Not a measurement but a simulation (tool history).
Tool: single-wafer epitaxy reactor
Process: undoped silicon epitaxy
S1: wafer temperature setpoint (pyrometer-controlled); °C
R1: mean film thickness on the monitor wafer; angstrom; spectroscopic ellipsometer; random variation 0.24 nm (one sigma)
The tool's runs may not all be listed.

{"run": 1, "hour": 0.0, "S1": 640, "deposition time (s)": 579, "R1": 739.69}
{"run": 2, "hour": 4.2, "S1": 650, "deposition time (s)": 579, "R1": 920.87}
{"run": 3, "hour": 6.7, "S1": 650, "deposition time (s)": 517, "R1": 826.3}
{"run": 4, "hour": 10.9, "S1": 653, "deposition time (s)": 518, "R1": 885.48}
{"run": 5, "hour": 13.8, "S1": 653, "deposition time (s)": 439, "R1": 751.63}
{"run": 6, "hour": 21.7, "S1": 656, "deposition time (s)": 449, "R1": 821.42}
{"run": 7, "hour": 27.6, "S1": 658, "deposition time (s)": 456, "R1": 870.71}

Expected results for the next run?
{"run": 8, "hour": 30.7, "S1": 660, "deposition time (s)": 461, "R1": "?"}

For run 8 the tool returned R1 917.11 angstrom.

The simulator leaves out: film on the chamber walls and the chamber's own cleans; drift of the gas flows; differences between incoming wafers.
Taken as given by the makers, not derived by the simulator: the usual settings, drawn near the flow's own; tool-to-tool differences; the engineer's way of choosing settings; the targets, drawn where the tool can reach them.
